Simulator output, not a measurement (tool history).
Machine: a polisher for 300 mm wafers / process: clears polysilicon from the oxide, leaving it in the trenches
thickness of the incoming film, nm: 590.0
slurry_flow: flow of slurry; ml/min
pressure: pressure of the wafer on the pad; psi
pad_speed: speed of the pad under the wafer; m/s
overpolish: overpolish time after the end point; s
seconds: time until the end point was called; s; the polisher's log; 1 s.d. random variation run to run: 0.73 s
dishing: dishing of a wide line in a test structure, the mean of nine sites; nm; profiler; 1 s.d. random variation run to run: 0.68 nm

run  hour  slurry_flow  pressure  pad_speed  overpolish  seconds  dishing
  1     0          265       2.7       0.88          15   51.058   41.066
  2   7.5          265       3.3       0.88          15   41.715   41.352
  3  12.3          265       3.6       0.88          15   38.091   39.697
  4  19.2          225       3.6       0.88          15   39.659   40.358
  5    28          225         3       0.86          12   47.412   40.049
  6    33          225         3       0.66          12   54.814   38.708

The next listed run, before its measurement:
  7  36.6          225         3       0.66          12        ?        ?

Run 7 gave seconds 55.288 s, dishing 38.715 nm.

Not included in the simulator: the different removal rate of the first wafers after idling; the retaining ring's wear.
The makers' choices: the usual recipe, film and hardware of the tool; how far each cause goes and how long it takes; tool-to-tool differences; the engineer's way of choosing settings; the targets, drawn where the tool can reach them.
